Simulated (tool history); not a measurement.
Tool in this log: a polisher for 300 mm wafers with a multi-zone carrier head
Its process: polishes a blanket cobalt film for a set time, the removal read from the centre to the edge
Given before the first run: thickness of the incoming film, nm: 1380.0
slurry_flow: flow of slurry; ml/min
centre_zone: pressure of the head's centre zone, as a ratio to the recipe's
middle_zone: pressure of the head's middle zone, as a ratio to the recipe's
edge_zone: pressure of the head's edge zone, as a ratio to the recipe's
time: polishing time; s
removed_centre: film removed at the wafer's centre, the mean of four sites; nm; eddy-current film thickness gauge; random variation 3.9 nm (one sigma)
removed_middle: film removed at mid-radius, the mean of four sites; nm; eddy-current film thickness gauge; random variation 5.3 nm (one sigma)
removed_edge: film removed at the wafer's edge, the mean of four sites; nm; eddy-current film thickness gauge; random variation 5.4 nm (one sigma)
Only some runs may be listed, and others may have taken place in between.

run  hour  slurry_flow  centre_zone  middle_zone  edge_zone  time  removed_centre  removed_middle  removed_edge
  1     0          275            1            1          1    60           349.5          357.27         346.1
  2   1.9          215            1            1          1    60           336.4          348.32        345.34
  3   5.7          215            1            1       1.05    60          330.25          351.97        348.28
  4   8.2          215            1         0.92       1.05    60          339.31          327.85        352.29
  5  10.6          210         1.01         0.95       1.07    65          362.09          368.91        379.25
  6  14.3          215         1.02         0.96       1.09    69          392.82          396.01        404.27

Run 7 has not been measured yet. What should we expect?
  7    21          220         1.01         0.97       1.11    72               ?               ?             ?

{"run 7": {"removed_centre": 408.68, "removed_middle": 417.09, "removed_edge": 434}}

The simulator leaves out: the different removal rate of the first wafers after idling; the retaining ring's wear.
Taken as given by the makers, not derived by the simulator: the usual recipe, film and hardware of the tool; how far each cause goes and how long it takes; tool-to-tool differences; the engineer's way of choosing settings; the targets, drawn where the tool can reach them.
